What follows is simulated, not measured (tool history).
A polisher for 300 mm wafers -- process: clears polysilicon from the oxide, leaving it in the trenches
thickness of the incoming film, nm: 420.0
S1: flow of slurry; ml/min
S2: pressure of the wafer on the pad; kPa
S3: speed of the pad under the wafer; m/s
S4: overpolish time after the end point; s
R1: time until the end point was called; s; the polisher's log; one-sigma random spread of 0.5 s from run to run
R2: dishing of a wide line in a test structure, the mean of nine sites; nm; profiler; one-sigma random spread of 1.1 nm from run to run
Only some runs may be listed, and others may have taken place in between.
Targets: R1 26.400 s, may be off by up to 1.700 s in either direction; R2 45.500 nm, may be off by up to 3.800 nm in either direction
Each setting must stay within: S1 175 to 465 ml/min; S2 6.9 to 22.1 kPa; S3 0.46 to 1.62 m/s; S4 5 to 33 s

{"run": 1, "hour": 0.0, "S1": 295, "S2": 14.5, "S3": 1.04, "S4": 17, "R1": 36.493, "R2": 47.928}
{"run": 2, "hour": 6.8, "S1": 295, "S2": 15.2, "S3": 1.04, "S4": 15, "R1": 35.663, "R2": 46.66}
{"run": 3, "hour": 9.0, "S1": 295, "S2": 15.2, "S3": 1.04, "S4": 9, "R1": 36.127, "R2": 40.504}
{"run": 4, "hour": 10.9, "S1": 295, "S2": 12.4, "S3": 1.04, "S4": 9, "R1": 43.062, "R2": 40.156}
{"run": 5, "hour": 12.2, "S1": 295, "S2": 12.4, "S3": 1.04, "S4": 6, "R1": 43.102, "R2": 32.916}
{"run": 6, "hour": 13.6, "S1": 295, "S2": 13.8, "S3": 1.04, "S4": 7, "R1": 38.571, "R2": 37.954}
{"run": 7, "hour": 18.7, "S1": 295, "S2": 14.5, "S3": 1.04, "S4": 7, "R1": 37.021, "R2": 38.556}
{"run": 8, "hour": 23.8, "S1": 295, "S2": 15.2, "S3": 1.04, "S4": 7, "R1": 34.933, "R2": 39.386}
{"run": 9, "hour": 30.1, "S1": 295, "S2": 15.9, "S3": 1.04, "S4": 7, "R1": 34.445, "R2": 39.312}
{"run": 10, "hour": 32.0, "S1": 295, "S2": 16.5, "S3": 1.04, "S4": 7, "R1": 31.953, "R2": 38.145}

Which of these 5 next moves meets every target?
{"run": "A", "hour": 33.9, "S1": 325, "S2": 17.2, "S3": 1.06, "S4": 14, "R1": "?", "R2": "?"}
{"run": "B", "hour": 33.9, "S1": 200, "S2": 17.9, "S3": 1.04, "S4": 9, "R1": "?", "R2": "?"}
{"run": "C", "hour": 33.9, "S1": 320, "S2": 20.7, "S3": 1.26, "S4": 8, "R1": "?", "R2": "?"}
{"run": "D", "hour": 33.9, "S1": 325, "S2": 14.5, "S3": 1.26, "S4": 13, "R1": "?", "R2": "?"}
{"run": "E", "hour": 33.9, "S1": 365, "S2": 13.8, "S3": 1.5, "S4": 11, "R1": "?", "R2": "?"}

move=A R1=31.483 R2=45.803
move=B R1=31.917 R2=42.953
move=C R1=22.291 R2=44.803
move=D R1=31.527 R2=45.513
move=E R1=27.679 R2=45.347
A: nearer the targets than the last run, but a result is still out of spec
B: roughly where the last run was
C: takes the biggest miss from the last run beyond its target
D: nearer the targets than the last run, but a result is still out of spec
E: every result lands within tolerance
E is the move that brings every result within its allowed miss.
